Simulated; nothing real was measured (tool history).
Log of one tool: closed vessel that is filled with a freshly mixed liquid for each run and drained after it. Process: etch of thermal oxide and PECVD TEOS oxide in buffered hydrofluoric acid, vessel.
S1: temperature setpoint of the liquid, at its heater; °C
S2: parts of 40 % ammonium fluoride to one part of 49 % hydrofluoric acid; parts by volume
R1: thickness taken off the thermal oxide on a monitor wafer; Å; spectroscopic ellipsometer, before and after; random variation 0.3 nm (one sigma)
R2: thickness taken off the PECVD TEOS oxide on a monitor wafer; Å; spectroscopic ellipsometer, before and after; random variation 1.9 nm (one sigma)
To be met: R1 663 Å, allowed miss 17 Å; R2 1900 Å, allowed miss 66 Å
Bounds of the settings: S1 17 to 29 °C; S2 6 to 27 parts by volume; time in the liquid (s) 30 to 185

Run 1, hour 0: S1 21 °C, S2 16.5 parts by volume, time in the liquid (s) 95. Result: R1 482.48 Å, R2 1410.3 Å.
Run 2, hour 5.4: S1 21 °C, S2 15 parts by volume, time in the liquid (s) 95. Result: R1 531.77 Å, R2 1557 Å.
Run 3, hour 13.7: S1 22.5 °C, S2 15 parts by volume, time in the liquid (s) 95. Result: R1 579.89 Å, R2 1667.7 Å.
Run 4, hour 19.4: S1 23 °C, S2 15 parts by volume, time in the liquid (s) 95. Result: R1 595.94 Å, R2 1718.4 Å.
Run 5, hour 23.7: S1 23 °C, S2 15 parts by volume, time in the liquid (s) 120. Result: R1 745.98 Å, R2 2197.4 Å.
Run 6, hour 30.1: S1 22.5 °C, S2 15 parts by volume, time in the liquid (s) 120. Result: R1 732.68 Å, R2 2087.3 Å.
Run 7, hour 38: S1 22 °C, S2 15 parts by volume, time in the liquid (s) 120. Result: R1 710.51 Å, R2 2046.7 Å.
Run 8, hour 41.8: S1 21.5 °C, S2 15 parts by volume, time in the liquid (s) 120. Result: R1 693.25 Å, R2 1971.4 Å.

Which of these 5 next moves meets every target?
Run A, hour 45.6: S1 26 °C, S2 17.5 parts by volume, time in the liquid (s) 105. Result: R1 ?, R2 ?.
Run B, hour 45.6: S1 20.5 °C, S2 14.5 parts by volume, time in the liquid (s) 135. Result: R1 ?, R2 ?.
Run C, hour 45.6: S1 19.5 °C, S2 14 parts by volume, time in the liquid (s) 130. Result: R1 ?, R2 ?.
Run D, hour 45.6: S1 23.5 °C, S2 17 parts by volume, time in the liquid (s) 130. Result: R1 ?, R2 ?.
Run E, hour 45.6: S1 21.5 °C, S2 15.5 parts by volume, time in the liquid (s) 125. Result: R1 ?, R2 ?.

move      R1      R2
   A  665.23  1912.2
   B  757.93  2178.6
   C  713.76  2051.6
   D   738.4  2122.5
   E  695.38  1998.8
A: meets every target
B: further off than the last run
C: further off than the last run
D: further off than the last run
E: further off than the last run
Move A is the one to make.

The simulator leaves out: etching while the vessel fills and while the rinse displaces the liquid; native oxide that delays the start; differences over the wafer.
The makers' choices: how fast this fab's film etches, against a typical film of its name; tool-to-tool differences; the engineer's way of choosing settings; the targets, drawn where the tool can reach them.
